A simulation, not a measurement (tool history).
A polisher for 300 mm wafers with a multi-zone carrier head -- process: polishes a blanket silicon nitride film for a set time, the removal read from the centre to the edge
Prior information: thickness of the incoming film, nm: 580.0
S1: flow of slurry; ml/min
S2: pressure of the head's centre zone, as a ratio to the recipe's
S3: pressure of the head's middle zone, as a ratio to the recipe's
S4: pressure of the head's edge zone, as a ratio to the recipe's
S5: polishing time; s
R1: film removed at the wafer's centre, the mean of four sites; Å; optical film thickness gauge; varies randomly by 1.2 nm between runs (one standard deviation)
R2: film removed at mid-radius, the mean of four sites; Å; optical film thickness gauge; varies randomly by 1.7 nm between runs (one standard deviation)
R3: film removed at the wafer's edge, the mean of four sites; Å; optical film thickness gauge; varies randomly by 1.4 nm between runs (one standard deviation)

run	hour	S1	S2	S3	S4	S5	R1	R2	R3
1	0	225	1	1	1	59	900.9	895.24	895.04
2	5.9	235	1.03	1.01	1.02	62	982.11	951.99	975.71
3	12.8	245	1.06	1.02	1.01	64	1061.4	993.3	992.5
4	20.1	250	1.08	1.04	1.03	66	1105.6	1046.2	1044.8
5	21.9	250	1.08	1.04	1.07	66	1101.3	1055.5	1041.5
6	30.2	250	1.11	1.04	1.07	66	1139	1018	1060.2
7	32.3	255	1.12	1.05	1.07	68	1190.6	1057.4	1110.5
8	34.3	265	1.13	1.07	1.06	69	1217.9	1132.7	1100.6

Run 9 comes next. What will it give?
9	40.5	270	1.14	1.07	1.06	70	?	?	?

Logged for run 9: R1 1252.6 Å, R2 1120 Å, R3 1113.1 Å.
